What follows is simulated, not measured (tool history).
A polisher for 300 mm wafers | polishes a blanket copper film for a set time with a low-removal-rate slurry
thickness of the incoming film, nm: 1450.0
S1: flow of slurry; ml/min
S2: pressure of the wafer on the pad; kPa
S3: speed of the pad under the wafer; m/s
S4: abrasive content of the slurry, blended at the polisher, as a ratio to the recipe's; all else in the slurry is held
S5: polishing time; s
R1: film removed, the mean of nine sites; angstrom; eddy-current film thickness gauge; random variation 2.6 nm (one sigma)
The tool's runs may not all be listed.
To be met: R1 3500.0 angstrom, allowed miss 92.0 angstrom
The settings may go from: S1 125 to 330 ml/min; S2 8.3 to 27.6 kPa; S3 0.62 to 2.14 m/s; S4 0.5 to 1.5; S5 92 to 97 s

run	hour	S1	S2	S3	S4	S5	R1
1	0.0	210	17.9	1.38	1.0	92	3937.0
2	6.9	210	17.9	1.38	1.0	92	3954.2
3	13.4	210	20.7	1.38	1.0	92	4459.5
4	16.2	210	20.7	1.38	1.0	97	4821.6
5	20.7	210	24.8	1.38	1.0	97	5588.0
6	24.6	210	24.8	1.38	1.1	97	5716.4
7	30.1	205	22.8	1.38	1.1	97	5288.1
8	31.4	200	17.9	1.36	1.1	97	4143.0
9	35.6	185	13.8	1.36	1.1	97	3276.7
10	41.4	190	13.8	1.36	1.1	97	3264.5
11	48.2	200	13.8	1.36	1.1	97	3259.9

Which of these 5 next moves meets every target?
A	55.0	190	13.1	1.58	1.0	95	?
B	55.0	210	17.2	1.02	1.5	92	?
C	55.0	200	13.1	1.60	1.1	97	?
D	55.0	170	13.1	1.36	1.2	95	?
E	55.0	205	13.8	1.48	1.0	92	?

move	R1
A	3453.1
B	3032.9
C	3645.0
D	3038.0
E	3310.4
A: meets every target
B: further off than the last run
C: takes the result that was furthest off past its target
D: further off than the last run
E: nearer than the last run, and not there yet
Answer: A
